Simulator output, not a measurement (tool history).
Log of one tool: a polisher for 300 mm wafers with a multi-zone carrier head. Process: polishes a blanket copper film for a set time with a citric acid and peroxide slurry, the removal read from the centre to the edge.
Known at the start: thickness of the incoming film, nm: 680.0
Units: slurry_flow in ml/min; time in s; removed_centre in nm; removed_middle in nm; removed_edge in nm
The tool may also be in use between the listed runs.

{"run": 1, "hour": 0.0, "slurry_flow": 300, "centre_zone": 1.0, "middle_zone": 1.0, "edge_zone": 1.0, "slurry_solids": 1.0, "time": 72, "removed_centre": 210.91, "removed_middle": 220.52, "removed_edge": 210.05}
{"run": 2, "hour": 8.5, "slurry_flow": 300, "centre_zone": 1.01, "middle_zone": 1.0, "edge_zone": 0.97, "slurry_solids": 0.85, "time": 67, "removed_centre": 195.75, "removed_middle": 191.99, "removed_edge": 190.14}
{"run": 3, "hour": 16.8, "slurry_flow": 305, "centre_zone": 1.02, "middle_zone": 1.04, "edge_zone": 0.94, "slurry_solids": 0.8, "time": 62, "removed_centre": 180.34, "removed_middle": 182.95, "removed_edge": 167.73}
{"run": 4, "hour": 23.9, "slurry_flow": 305, "centre_zone": 1.02, "middle_zone": 1.04, "edge_zone": 0.94, "slurry_solids": 0.9, "time": 62, "removed_centre": 183.5, "removed_middle": 187.61, "removed_edge": 172.72}
{"run": 5, "hour": 27.7, "slurry_flow": 305, "centre_zone": 1.02, "middle_zone": 0.97, "edge_zone": 0.94, "slurry_solids": 0.9, "time": 62, "removed_centre": 179.23, "removed_middle": 180.47, "removed_edge": 175.64}
{"run": 6, "hour": 34.8, "slurry_flow": 305, "centre_zone": 1.02, "middle_zone": 1.0, "edge_zone": 0.91, "slurry_solids": 0.8, "time": 61, "removed_centre": 174.84, "removed_middle": 173.93, "removed_edge": 164.12}
{"run": 7, "hour": 40.5, "slurry_flow": 305, "centre_zone": 1.02, "middle_zone": 1.01, "edge_zone": 0.88, "slurry_solids": 0.75, "time": 61, "removed_centre": 169.26, "removed_middle": 169.69, "removed_edge": 158.94}
{"run": 8, "hour": 48.3, "slurry_flow": 305, "centre_zone": 1.02, "middle_zone": 1.01, "edge_zone": 0.88, "slurry_solids": 0.75, "time": 61, "removed_centre": 173.23, "removed_middle": 175.73, "removed_edge": 166.26}
{"run": 9, "hour": 49.2, "slurry_flow": 305, "centre_zone": 1.03, "middle_zone": 1.03, "edge_zone": 0.88, "slurry_solids": 0.7, "time": 59, "removed_centre": 163.33, "removed_middle": 167.94, "removed_edge": 154.64}
{"run": 10, "hour": 57.3, "slurry_flow": 305, "centre_zone": 1.03, "middle_zone": 1.03, "edge_zone": 0.88, "slurry_solids": 0.7, "time": 59, "removed_centre": 164.4, "removed_middle": 167.08, "removed_edge": 154.41}

The next listed run, before its measurement:
{"run": 11, "hour": 58.3, "slurry_flow": 305, "centre_zone": 1.04, "middle_zone": 1.04, "edge_zone": 0.87, "slurry_solids": 0.65, "time": 59, "removed_centre": "?", "removed_middle": "?", "removed_edge": "?"}

removed_centre: 161.94 nm
removed_middle: 166.93 nm
removed_edge: 153.99 nm
